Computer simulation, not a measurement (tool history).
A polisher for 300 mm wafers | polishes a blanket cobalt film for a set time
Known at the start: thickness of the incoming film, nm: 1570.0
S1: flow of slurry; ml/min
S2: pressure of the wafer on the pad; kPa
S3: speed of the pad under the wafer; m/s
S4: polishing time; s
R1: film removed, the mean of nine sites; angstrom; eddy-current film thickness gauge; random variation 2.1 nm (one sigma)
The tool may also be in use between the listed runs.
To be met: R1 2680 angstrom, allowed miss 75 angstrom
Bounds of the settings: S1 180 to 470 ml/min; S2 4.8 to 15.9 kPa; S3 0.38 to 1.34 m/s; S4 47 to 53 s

run,hour,S1,S2,S3,S4,R1
1,0,300,10.3,0.86,53,1837.3
2,3.8,300,9,0.86,53,1589.4
3,9.5,300,9,0.72,53,1347.4
4,11.1,300,9,0.86,53,1595.7
5,17.9,300,6.9,0.86,53,1242
6,23.3,300,8.3,0.86,53,1470.6
7,25.8,300,9,0.86,53,1587.9
8,34.6,300,9.7,0.86,53,1708.1
9,40.1,300,10.3,0.86,53,1827.5
10,41.5,300,11,0.86,53,1950.5
11,48.7,300,11.7,0.86,53,2088.4
12,52,300,11.7,0.86,53,2068
13,59.6,300,12.4,0.86,53,2188.1
14,61.7,300,13.1,0.86,53,2296.2
15,69.8,305,13.8,0.86,53,2417.2

Which of these 5 next moves meets every target?
A,77.9,325,13.1,0.84,48,?
B,77.9,295,13.1,0.88,52,?
C,77.9,335,15.2,0.8,48,?
D,77.9,305,13.1,0.92,48,?
E,77.9,305,15.9,0.82,53,?

move,R1
A,2053.7
B,2307
C,2266.7
D,2230.6
E,2655.4
A: further off than the last run
B: further off than the last run
C: further off than the last run
D: further off than the last run
E: meets every target
Answer: E

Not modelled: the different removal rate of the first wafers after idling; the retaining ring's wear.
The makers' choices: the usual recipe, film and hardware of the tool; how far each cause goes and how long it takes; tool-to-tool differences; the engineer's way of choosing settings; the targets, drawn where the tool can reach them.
